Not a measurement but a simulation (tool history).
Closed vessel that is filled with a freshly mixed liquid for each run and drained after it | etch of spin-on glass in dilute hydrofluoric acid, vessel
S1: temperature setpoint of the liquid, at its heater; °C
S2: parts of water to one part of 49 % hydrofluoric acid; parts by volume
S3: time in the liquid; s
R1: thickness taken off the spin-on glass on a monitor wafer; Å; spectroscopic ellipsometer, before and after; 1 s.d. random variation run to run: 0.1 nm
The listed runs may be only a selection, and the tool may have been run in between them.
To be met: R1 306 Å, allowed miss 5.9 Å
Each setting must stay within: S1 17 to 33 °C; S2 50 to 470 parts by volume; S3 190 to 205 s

{"run": 1, "day": 0.0, "S1": 25, "S2": 260, "S3": 190, "R1": 272.98}
{"run": 2, "day": 0.346, "S1": 21.5, "S2": 260, "S3": 190, "R1": 242.72}
{"run": 3, "day": 0.662, "S1": 22.5, "S2": 260, "S3": 190, "R1": 251.2}
{"run": 4, "day": 0.958, "S1": 22.5, "S2": 350, "S3": 190, "R1": 171.48}
{"run": 5, "day": 1.317, "S1": 24.5, "S2": 340, "S3": 190, "R1": 191.8}
{"run": 6, "day": 1.7, "S1": 24.5, "S2": 290, "S3": 190, "R1": 235.39}
{"run": 7, "day": 1.954, "S1": 26, "S2": 290, "S3": 190, "R1": 247.7}
{"run": 8, "day": 2.312, "S1": 27, "S2": 290, "S3": 190, "R1": 255.3}
{"run": 9, "day": 2.538, "S1": 28, "S2": 290, "S3": 190, "R1": 263.03}
{"run": 10, "day": 2.575, "S1": 29, "S2": 290, "S3": 190, "R1": 273.64}
{"run": 11, "day": 2.733, "S1": 29.5, "S2": 290, "S3": 190, "R1": 276.62}
{"run": 12, "day": 2.917, "S1": 30, "S2": 290, "S3": 190, "R1": 281.8}
{"run": 13, "day": 3.2, "S1": 30.5, "S2": 290, "S3": 190, "R1": 286.63}
{"run": 14, "day": 3.246, "S1": 30.5, "S2": 290, "S3": 190, "R1": 285.43}
{"run": 15, "day": 3.575, "S1": 30.5, "S2": 290, "S3": 190, "R1": 285.81}

Of the 4 settings listed for the next run, only one would bring every result within its allowed miss of target. Which one?
{"run": "A", "day": 3.904, "S1": 32.5, "S2": 300, "S3": 190, "R1": "?"}
{"run": "B", "day": 3.904, "S1": 30, "S2": 290, "S3": 205, "R1": "?"}
{"run": "C", "day": 3.904, "S1": 33, "S2": 300, "S3": 190, "R1": "?"}
{"run": "D", "day": 3.904, "S1": 31, "S2": 310, "S3": 205, "R1": "?"}

move=A R1=291.93
move=B R1=304.37
move=C R1=296.51
move=D R1=287.54
A: nearer than the last run, and not there yet
B: every result within its allowed miss
C: nearer than the last run, and not there yet
D: nearer than the last run, and not there yet
Correct choice: B, which meets every target
